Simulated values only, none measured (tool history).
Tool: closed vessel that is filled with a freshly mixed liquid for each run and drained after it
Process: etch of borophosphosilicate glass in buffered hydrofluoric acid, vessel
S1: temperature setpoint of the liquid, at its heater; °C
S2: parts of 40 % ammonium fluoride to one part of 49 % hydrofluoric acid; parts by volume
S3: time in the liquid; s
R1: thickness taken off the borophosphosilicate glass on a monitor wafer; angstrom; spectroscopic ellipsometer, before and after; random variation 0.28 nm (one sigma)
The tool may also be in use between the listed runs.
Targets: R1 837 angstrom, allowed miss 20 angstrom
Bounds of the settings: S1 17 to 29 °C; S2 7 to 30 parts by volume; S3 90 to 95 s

{"run": 1, "day": 0.0, "S1": 21, "S2": 20, "S3": 90, "R1": 518.34}
{"run": 2, "day": 0.188, "S1": 21, "S2": 20, "S3": 90, "R1": 517.26}
{"run": 3, "day": 0.367, "S1": 22, "S2": 20, "S3": 90, "R1": 546.04}
{"run": 4, "day": 0.45, "S1": 23, "S2": 20, "S3": 90, "R1": 575.8}
{"run": 5, "day": 0.762, "S1": 23, "S2": 20, "S3": 95, "R1": 612.13}
{"run": 6, "day": 0.904, "S1": 24, "S2": 20, "S3": 95, "R1": 645.85}
{"run": 7, "day": 1.004, "S1": 24, "S2": 20, "S3": 95, "R1": 646.56}
{"run": 8, "day": 1.142, "S1": 24.5, "S2": 20, "S3": 95, "R1": 660.54}
{"run": 9, "day": 1.404, "S1": 25, "S2": 20, "S3": 95, "R1": 678.41}

4 next moves are on the table. One of them brings every result within its allowed miss. Which?
{"run": "A", "day": 1.667, "S1": 25.5, "S2": 17.5, "S3": 95, "R1": "?"}
{"run": "B", "day": 1.667, "S1": 27.5, "S2": 18.5, "S3": 95, "R1": "?"}
{"run": "C", "day": 1.667, "S1": 24, "S2": 23, "S3": 90, "R1": "?"}
{"run": "D", "day": 1.667, "S1": 23, "S2": 21.5, "S3": 90, "R1": "?"}

move=A R1=795.56
move=B R1=837.88
move=C R1=553.07
move=D R1=548.76
A: nearer than the last run, and not there yet
B: meets every target
C: further off than the last run
D: further off than the last run
Move B is the one to make.
